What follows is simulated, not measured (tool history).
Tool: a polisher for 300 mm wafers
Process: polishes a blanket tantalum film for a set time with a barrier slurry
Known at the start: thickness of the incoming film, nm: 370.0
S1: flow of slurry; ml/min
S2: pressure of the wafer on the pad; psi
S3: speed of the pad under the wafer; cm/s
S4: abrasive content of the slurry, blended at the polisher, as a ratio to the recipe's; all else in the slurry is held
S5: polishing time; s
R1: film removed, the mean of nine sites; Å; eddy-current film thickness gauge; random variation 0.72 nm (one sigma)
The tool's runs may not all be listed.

| run | hour | S1 | S2 | S3 | S4 | S5 | R1 |
|---|---|---|---|---|---|---|---|
| 1 | 0 | 165 | 2.3 | 128 | 1 | 35 | 1036.2 |
| 2 | 8.9 | 165 | 2.3 | 128 | 1 | 32 | 958.86 |
| 3 | 13.5 | 165 | 2 | 126 | 1 | 32 | 833.9 |
| 4 | 22.2 | 165 | 1.8 | 124 | 1 | 32 | 740.42 |
| 5 | 26.4 | 165 | 1.6 | 124 | 1 | 32 | 658.09 |
| 6 | 34 | 165 | 1.5 | 124 | 1 | 32 | 617.69 |
| 7 | 39.3 | 165 | 1.4 | 124 | 1 | 32 | 573.99 |

Forecast run 8:
| 8 | 39.9 | 165 | 1.3 | 124 | 1 | 32 | ? |

{"run 8": {"R1": 537.62}}
